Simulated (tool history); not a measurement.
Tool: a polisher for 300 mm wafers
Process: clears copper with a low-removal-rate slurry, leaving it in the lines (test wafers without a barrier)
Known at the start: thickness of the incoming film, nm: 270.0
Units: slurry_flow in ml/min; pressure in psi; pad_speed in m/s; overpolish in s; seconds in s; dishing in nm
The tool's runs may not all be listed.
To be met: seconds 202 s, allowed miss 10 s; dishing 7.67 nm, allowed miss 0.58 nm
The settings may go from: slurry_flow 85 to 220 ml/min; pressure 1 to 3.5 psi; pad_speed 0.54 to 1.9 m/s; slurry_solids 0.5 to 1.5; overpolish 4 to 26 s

| run | hour | slurry_flow | pressure | pad_speed | slurry_solids | overpolish | seconds | dishing |
|---|---|---|---|---|---|---|---|---|
| 1 | 0 | 140 | 2.2 | 1.22 | 1 | 13 | 108.98 | 25.367 |
| 2 | 7.7 | 140 | 2.2 | 1.22 | 1 | 8 | 110.34 | 15.093 |
| 3 | 9.7 | 120 | 2.2 | 1.22 | 1 | 8 | 110.92 | 15.159 |
| 4 | 18.1 | 155 | 2.2 | 1.22 | 1 | 8 | 110.8 | 16.27 |
| 5 | 23.7 | 155 | 2 | 1.2 | 1 | 8 | 117.25 | 15.16 |
| 6 | 30.5 | 155 | 2 | 1.2 | 1 | 5 | 117.83 | 9.447 |
| 7 | 37.2 | 155 | 1.8 | 1.16 | 1 | 6 | 131.56 | 10.112 |
| 8 | 39.8 | 155 | 1.6 | 1.12 | 1 | 6 | 149.14 | 8.7311 |
| 9 | 44.7 | 135 | 1 | 1.1 | 1 | 9 | 236.46 | 8.391 |
| 10 | 52.6 | 145 | 1 | 1.1 | 1 | 9 | 229.41 | 8.2803 |
| 11 | 54.1 | 150 | 1 | 1.1 | 1 | 9 | 230.2 | 8.5248 |
| 12 | 54.8 | 150 | 1 | 1.1 | 1 | 9 | 231.71 | 8.6858 |
| 13 | 59.2 | 155 | 1 | 1.1 | 1 | 9 | 227 | 8.5179 |
| 14 | 68 | 160 | 1 | 1.1 | 1 | 9 | 225.75 | 9.015 |
| 15 | 71 | 165 | 1.3 | 1.12 | 1 | 4 | 182.67 | 5.0466 |
| 16 | 78.5 | 160 | 1.3 | 1.12 | 1 | 5 | 182.02 | 6.1296 |

4 next moves are on the table. One of them brings every result within its allowed miss. Which?
| A | 86 | 155 | 1.2 | 1.26 | 1.15 | 5 | ? | ? |
| B | 86 | 180 | 1.1 | 0.94 | 0.85 | 10 | ? | ? |
| C | 86 | 160 | 1 | 1.16 | 0.95 | 8 | ? | ? |
| D | 86 | 115 | 1.2 | 1.22 | 0.85 | 7 | ? | ? |

| move | seconds | dishing |
|---|---|---|
| A | 173.93 | 6.1933 |
| B | 226.4 | 9.374 |
| C | 218.57 | 7.8096 |
| D | 198.09 | 7.5694 |
A: further off than the last run
B: takes the result that was furthest off past its target
C: brings the result that was furthest off to its target, and leaves another outside
D: meets every target
The right move is D.
